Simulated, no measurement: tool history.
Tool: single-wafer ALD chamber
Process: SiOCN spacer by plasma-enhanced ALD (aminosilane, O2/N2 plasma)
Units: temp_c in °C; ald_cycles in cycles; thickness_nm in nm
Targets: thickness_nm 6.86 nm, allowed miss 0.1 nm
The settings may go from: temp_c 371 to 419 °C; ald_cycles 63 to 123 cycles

run,hour,temp_c,ald_cycles,thickness_nm
1,0,395,93,5.6883
2,5.7,389,93,5.6644
3,6.9,389,81,4.9152
4,12.5,389,84,5.1276
5,16.5,389,95,5.7854
6,23.3,400,95,5.7957
7,25.2,400,97,5.9158
8,31.9,400,97,5.9071
9,35.3,400,97,5.8995
10,39,400,98,5.9664

Which of these 4 next moves meets every target?
A,42.7,405,119,?
B,42.7,395,112,?
C,42.7,401,104,?
D,42.7,398,117,?

move,thickness_nm
A,7.088
B,6.8016
C,6.2809
D,7.1053
A: takes the result that was furthest off past its target
B: meets every target
C: nearer than the last run, and not there yet
D: takes the result that was furthest off past its target
Move B is the one to make.

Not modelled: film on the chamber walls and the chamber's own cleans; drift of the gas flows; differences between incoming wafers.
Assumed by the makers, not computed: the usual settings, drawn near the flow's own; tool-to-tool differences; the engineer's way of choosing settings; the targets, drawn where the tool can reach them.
